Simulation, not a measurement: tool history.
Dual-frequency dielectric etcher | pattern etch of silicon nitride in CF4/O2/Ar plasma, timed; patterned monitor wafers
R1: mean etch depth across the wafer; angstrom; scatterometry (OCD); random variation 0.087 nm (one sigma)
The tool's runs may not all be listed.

Run 1, hour 0.0: source power (kW) 0.700, bias power (kW) 0.042, Ar flow (sccm) 139, CF4 flow (sccm) 75, etch time (s) 9.0. Result: R1 178.86 angstrom.
Run 2, hour 7.0: source power (kW) 0.700, bias power (kW) 0.042, Ar flow (sccm) 124, CF4 flow (sccm) 75, etch time (s) 9.0. Result: R1 181.71 angstrom.
Run 3, hour 8.7: source power (kW) 0.740, bias power (kW) 0.042, Ar flow (sccm) 124, CF4 flow (sccm) 75, etch time (s) 9.0. Result: R1 195.09 angstrom.
Run 4, hour 14.4: source power (kW) 0.740, bias power (kW) 0.042, Ar flow (sccm) 124, CF4 flow (sccm) 67, etch time (s) 9.0. Result: R1 189.02 angstrom.
Run 5, hour 22.1: source power (kW) 0.740, bias power (kW) 0.042, Ar flow (sccm) 124, CF4 flow (sccm) 67, etch time (s) 8.5. Result: R1 178.46 angstrom.
Run 6, hour 24.5: source power (kW) 0.770, bias power (kW) 0.042, Ar flow (sccm) 124, CF4 flow (sccm) 67, etch time (s) 8.5. Result: R1 185.20 angstrom.

Forecast run 7:
Run 7, hour 32.4: source power (kW) 0.800, bias power (kW) 0.042, Ar flow (sccm) 124, CF4 flow (sccm) 67, etch time (s) 8.5. Result: R1 ?.

Run 7 gave R1 193.46 angstrom.

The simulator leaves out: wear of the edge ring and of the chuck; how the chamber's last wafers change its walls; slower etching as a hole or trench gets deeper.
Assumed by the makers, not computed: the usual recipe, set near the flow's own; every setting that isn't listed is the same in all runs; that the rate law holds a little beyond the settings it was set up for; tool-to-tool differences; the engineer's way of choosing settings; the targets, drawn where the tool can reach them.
